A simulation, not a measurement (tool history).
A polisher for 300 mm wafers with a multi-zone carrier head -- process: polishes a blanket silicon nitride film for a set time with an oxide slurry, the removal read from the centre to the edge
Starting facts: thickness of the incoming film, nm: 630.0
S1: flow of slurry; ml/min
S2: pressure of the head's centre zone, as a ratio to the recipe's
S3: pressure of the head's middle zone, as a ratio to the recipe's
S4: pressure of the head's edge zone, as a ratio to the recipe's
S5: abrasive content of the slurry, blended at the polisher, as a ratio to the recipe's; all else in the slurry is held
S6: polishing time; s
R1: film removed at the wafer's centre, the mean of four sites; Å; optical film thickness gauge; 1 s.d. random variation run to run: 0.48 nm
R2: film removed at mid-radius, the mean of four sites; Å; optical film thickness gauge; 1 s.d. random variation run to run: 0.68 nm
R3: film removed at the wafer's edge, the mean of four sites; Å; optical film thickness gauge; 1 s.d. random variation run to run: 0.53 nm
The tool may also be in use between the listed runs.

| run | hour | S1 | S2 | S3 | S4 | S5 | S6 | R1 | R2 | R3 |
|---|---|---|---|---|---|---|---|---|---|---|
| 1 | 0.0 | 295 | 1.00 | 1.00 | 1.00 | 1.00 | 69 | 639.17 | 648.63 | 628.22 |
| 2 | 1.9 | 295 | 0.98 | 0.99 | 0.99 | 0.95 | 69 | 611.82 | 625.08 | 605.91 |
| 3 | 3.1 | 355 | 0.98 | 0.99 | 0.99 | 0.95 | 69 | 625.11 | 650.70 | 626.67 |
| 4 | 10.9 | 355 | 1.03 | 0.99 | 0.99 | 0.95 | 69 | 649.98 | 643.69 | 619.78 |
| 5 | 11.9 | 350 | 1.01 | 0.98 | 0.99 | 0.90 | 69 | 639.03 | 628.84 | 617.51 |
| 6 | 20.8 | 395 | 1.01 | 0.98 | 0.99 | 0.90 | 69 | 641.52 | 642.84 | 616.88 |
| 7 | 25.0 | 390 | 0.99 | 0.97 | 0.98 | 0.85 | 69 | 617.29 | 605.39 | 601.17 |

What will run 8 give?
| 8 | 25.8 | 385 | 0.97 | 0.97 | 0.97 | 0.80 | 69 | ? | ? | ? |

R1: 582.02 Å
R2: 605.61 Å
R3: 583.01 Å
